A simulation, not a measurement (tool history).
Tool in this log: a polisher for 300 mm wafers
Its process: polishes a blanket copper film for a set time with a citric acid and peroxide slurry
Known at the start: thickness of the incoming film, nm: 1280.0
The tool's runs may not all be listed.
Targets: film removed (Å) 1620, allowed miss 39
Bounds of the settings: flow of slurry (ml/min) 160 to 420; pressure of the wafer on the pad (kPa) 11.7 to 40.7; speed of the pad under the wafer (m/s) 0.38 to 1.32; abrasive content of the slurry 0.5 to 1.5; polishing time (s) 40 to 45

run  hour  flow of slurry (ml/min)  pressure of the wafer on the pad (kPa)  speed of the pad under the wafer (m/s)  abrasive content of the slurry  polishing time (s)  film removed (Å)
  1     0                      270                                    26.2                                    0.84                               1                  45            1027.1
  2   6.6                      275                                    29.6                                    0.84                               1                  45            1128.4
  3  13.6                      275                                    29.6                                    0.92                               1                  45            1184.4
  4  22.4                      275                                    33.1                                    0.92                               1                  45            1286.2
  5  25.2                      230                                    33.1                                    0.92                               1                  45            1241.2
  6  27.6                      230                                    33.1                                    0.92                             1.1                  45            1293.8
  7  34.9                      265                                    34.5                                    0.92                             1.1                  45            1355.7
  8  42.2                      265                                      40                                    0.92                             1.1                  45            1531.8
  9  43.9                      275                                      40                                    0.92                             1.1                  45              1526

Of the 5 settings listed for the next run, only one would bring every result within its allowed miss of target. Which one?
  A  45.6                      335                                    37.9                                    1.04                             1.5                  42                 ?
  B  45.6                      305                                    35.9                                     0.9                            1.35                  43                 ?
  C  45.6                      280                                    37.9                                    0.92                            1.15                  43                 ?
  D  45.6                      235                                      40                                       1                            0.85                  43                 ?
  E  45.6                      285                                    38.6                                    0.98                               1                  42                 ?

move  film removed (Å)
   A            1636.2
   B            1412.3
   C            1419.5
   D            1404.1
   E            1409.6
A: every result lands within tolerance
B: its largest miss is bigger than the last run's
C: its largest miss is bigger than the last run's
D: its largest miss is bigger than the last run's
E: its largest miss is bigger than the last run's
Move A is the one to make.
